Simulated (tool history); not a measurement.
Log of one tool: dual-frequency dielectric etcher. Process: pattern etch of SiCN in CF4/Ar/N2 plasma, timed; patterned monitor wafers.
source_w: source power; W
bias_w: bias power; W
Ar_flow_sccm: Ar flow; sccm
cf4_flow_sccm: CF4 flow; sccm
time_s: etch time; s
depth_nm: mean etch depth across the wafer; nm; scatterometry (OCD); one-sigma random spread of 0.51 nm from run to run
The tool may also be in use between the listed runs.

run 1 hour=0.0 | source_w=350 bias_w=50 Ar_flow_sccm=97 cf4_flow_sccm=63 time_s=119.5 | depth_nm=72.075
run 2 hour=1.7 | source_w=370 bias_w=51 Ar_flow_sccm=97 cf4_flow_sccm=63 time_s=119.5 | depth_nm=76.274
run 3 hour=5.6 | source_w=370 bias_w=51 Ar_flow_sccm=80 cf4_flow_sccm=63 time_s=119.5 | depth_nm=77.306
run 4 hour=8.0 | source_w=370 bias_w=51 Ar_flow_sccm=89 cf4_flow_sccm=63 time_s=119.5 | depth_nm=77.142
run 5 hour=10.9 | source_w=390 bias_w=51 Ar_flow_sccm=89 cf4_flow_sccm=63 time_s=119.5 | depth_nm=80.305
run 6 hour=11.7 | source_w=400 bias_w=51 Ar_flow_sccm=89 cf4_flow_sccm=63 time_s=119.5 | depth_nm=82.201

Forecast run 7:
run 7 hour=13.0 | source_w=410 bias_w=51 Ar_flow_sccm=89 cf4_flow_sccm=63 time_s=119.5 | depth_nm=?

{"run 7": {"depth_nm": 83.262}}
